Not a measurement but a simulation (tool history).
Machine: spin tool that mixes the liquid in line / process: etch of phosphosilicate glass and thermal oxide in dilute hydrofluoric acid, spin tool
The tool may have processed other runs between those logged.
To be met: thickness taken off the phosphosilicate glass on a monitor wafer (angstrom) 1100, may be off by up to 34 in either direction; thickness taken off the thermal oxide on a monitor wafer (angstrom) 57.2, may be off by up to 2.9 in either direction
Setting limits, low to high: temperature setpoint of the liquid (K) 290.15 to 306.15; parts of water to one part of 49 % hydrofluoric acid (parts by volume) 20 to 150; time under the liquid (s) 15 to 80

| run | hour | temperature setpoint of the liquid (K) | parts of water to one part of 49 % hydrofluoric acid (parts by volume) | time under the liquid (s) | thickness taken off the phosphosilicate glass on a monitor wafer (angstrom) | thickness taken off the thermal oxide on a monitor wafer (angstrom) |
|---|---|---|---|---|---|---|
| 1 | 0 | 298.15 | 85 | 40 | 499.23 | 25.609 |
| 2 | 8.2 | 299.65 | 75 | 40 | 603.48 | 31.276 |
| 3 | 13 | 298.15 | 75 | 40 | 569.03 | 29.408 |
| 4 | 20.7 | 298.15 | 90 | 40 | 465.51 | 24.33 |
| 5 | 22.3 | 298.15 | 75 | 40 | 571.74 | 29.503 |
| 6 | 30.4 | 298.15 | 75 | 45 | 649.49 | 34.215 |
| 7 | 35.4 | 298.15 | 75 | 45 | 646 | 33.391 |
| 8 | 41.8 | 299.65 | 70 | 45 | 746.86 | 39.552 |
| 9 | 42.9 | 300.65 | 70 | 45 | 765.46 | 39.697 |
| 10 | 45.7 | 301.65 | 65 | 45 | 866.3 | 45.692 |
| 11 | 52.7 | 302.65 | 65 | 45 | 893.64 | 46.892 |
| 12 | 53.5 | 303.15 | 65 | 45 | 911.46 | 47.223 |
| 13 | 54.4 | 303.65 | 65 | 45 | 943.88 | 48.556 |
| 14 | 57.6 | 303.65 | 65 | 45 | 927.7 | 48.592 |
| 15 | 62.9 | 304.15 | 65 | 45 | 951.18 | 50.056 |
| 16 | 69.4 | 304.65 | 65 | 45 | 967.02 | 49.275 |

4 next moves are on the table. One of them brings every result within its allowed miss. Which?
| A | 75.9 | 306.15 | 55 | 45 | ? | ? |
| B | 75.9 | 305.15 | 70 | 45 | ? | ? |
| C | 75.9 | 295.15 | 25 | 25 | ? | ? |
| D | 75.9 | 303.15 | 60 | 50 | ? | ? |

| move | thickness taken off the phosphosilicate glass on a monitor wafer (angstrom) | thickness taken off the thermal oxide on a monitor wafer (angstrom) |
|---|---|---|
| A | 1216.8 | 65.23 |
| B | 898.65 | 48.173 |
| C | 996.55 | 53.421 |
| D | 1095.6 | 58.729 |
A: takes the biggest miss from the last run beyond its target
B: misses by more than the last run did
C: closer than the last run, but not yet in spec
D: meets every target
The right move is D.
